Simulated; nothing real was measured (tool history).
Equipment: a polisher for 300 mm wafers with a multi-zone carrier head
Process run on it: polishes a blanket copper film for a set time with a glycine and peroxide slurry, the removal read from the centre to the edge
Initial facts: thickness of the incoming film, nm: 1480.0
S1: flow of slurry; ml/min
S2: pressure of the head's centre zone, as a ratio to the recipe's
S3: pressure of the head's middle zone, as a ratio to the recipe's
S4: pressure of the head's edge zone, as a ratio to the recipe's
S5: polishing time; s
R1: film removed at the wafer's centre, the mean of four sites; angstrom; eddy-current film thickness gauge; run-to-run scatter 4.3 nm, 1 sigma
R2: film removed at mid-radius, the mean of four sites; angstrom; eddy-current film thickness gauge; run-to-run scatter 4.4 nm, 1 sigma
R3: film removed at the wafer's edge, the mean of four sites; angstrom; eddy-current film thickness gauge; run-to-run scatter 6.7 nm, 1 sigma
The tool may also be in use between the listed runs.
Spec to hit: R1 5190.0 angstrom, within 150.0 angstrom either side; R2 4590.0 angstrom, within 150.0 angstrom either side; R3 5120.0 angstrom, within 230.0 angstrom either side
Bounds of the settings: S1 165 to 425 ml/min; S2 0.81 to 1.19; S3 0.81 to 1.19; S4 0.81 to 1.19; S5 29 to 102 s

| run | hour | S1 | S2 | S3 | S4 | S5 | R1 | R2 | R3 |
|---|---|---|---|---|---|---|---|---|---|
| 1 | 0.0 | 275 | 1.00 | 1.00 | 1.00 | 65 | 4278.0 | 4298.9 | 4323.7 |
| 2 | 4.9 | 280 | 1.01 | 1.00 | 1.02 | 66 | 4376.2 | 4414.6 | 4425.9 |
| 3 | 12.5 | 280 | 1.01 | 1.00 | 1.02 | 78 | 5205.3 | 5172.4 | 5273.5 |
| 4 | 18.0 | 280 | 1.01 | 1.00 | 0.94 | 78 | 5251.2 | 5217.0 | 4962.4 |
| 5 | 23.5 | 315 | 1.01 | 1.00 | 0.94 | 78 | 5261.2 | 5244.3 | 5171.2 |
| 6 | 28.1 | 315 | 1.01 | 0.98 | 0.94 | 78 | 5321.7 | 5186.0 | 5057.0 |
| 7 | 32.8 | 315 | 1.01 | 0.98 | 0.94 | 78 | 5269.9 | 5168.0 | 5146.5 |
| 8 | 41.1 | 310 | 1.01 | 0.96 | 0.94 | 78 | 5304.6 | 5063.6 | 5165.3 |
| 9 | 43.6 | 305 | 1.01 | 0.95 | 0.94 | 78 | 5321.6 | 4952.1 | 5125.0 |
| 10 | 44.9 | 300 | 1.01 | 0.94 | 0.94 | 78 | 5227.9 | 4977.7 | 5120.5 |
| 11 | 49.7 | 300 | 1.01 | 0.93 | 0.94 | 78 | 5300.7 | 4882.7 | 5153.9 |
| 12 | 56.7 | 300 | 1.01 | 0.93 | 0.94 | 78 | 5330.3 | 4912.5 | 5122.6 |
| 13 | 57.5 | 300 | 1.01 | 0.92 | 0.94 | 78 | 5302.4 | 4907.7 | 5067.3 |
| 14 | 60.6 | 300 | 1.01 | 0.91 | 0.94 | 78 | 5286.4 | 4742.9 | 4982.5 |
| 15 | 69.5 | 300 | 1.01 | 0.91 | 0.95 | 78 | 5188.6 | 4836.0 | 5131.4 |
| 16 | 70.4 | 300 | 1.01 | 0.90 | 0.95 | 78 | 5315.4 | 4718.1 | 5071.3 |

Pick the move, out of 5, that brings all results within their allowed miss; only one does.
| A | 71.3 | 220 | 1.09 | 0.85 | 0.94 | 80 | ? | ? | ? |
| B | 71.3 | 265 | 0.93 | 0.90 | 1.00 | 79 | ? | ? | ? |
| C | 71.3 | 355 | 0.98 | 0.94 | 1.01 | 74 | ? | ? | ? |
| D | 71.3 | 335 | 0.96 | 0.83 | 0.89 | 80 | ? | ? | ? |
| E | 71.3 | 330 | 1.04 | 0.87 | 0.91 | 79 | ? | ? | ? |

| move | R1 | R2 | R3 |
|---|---|---|---|
| A | 5553.9 | 4447.5 | 5118.1 |
| B | 4809.2 | 4726.4 | 5301.5 |
| C | 4911.4 | 4730.3 | 5103.9 |
| D | 5166.7 | 4590.9 | 5187.2 |
| E | 5523.6 | 4703.5 | 5166.1 |
A: corrects the largest miss of the last run, while another result sits out of spec
B: corrects the largest miss of the last run, while another result sits out of spec
C: corrects the largest miss of the last run, while another result sits out of spec
D: every result lands within tolerance
E: corrects the largest miss of the last run, while another result sits out of spec
The right move is D.
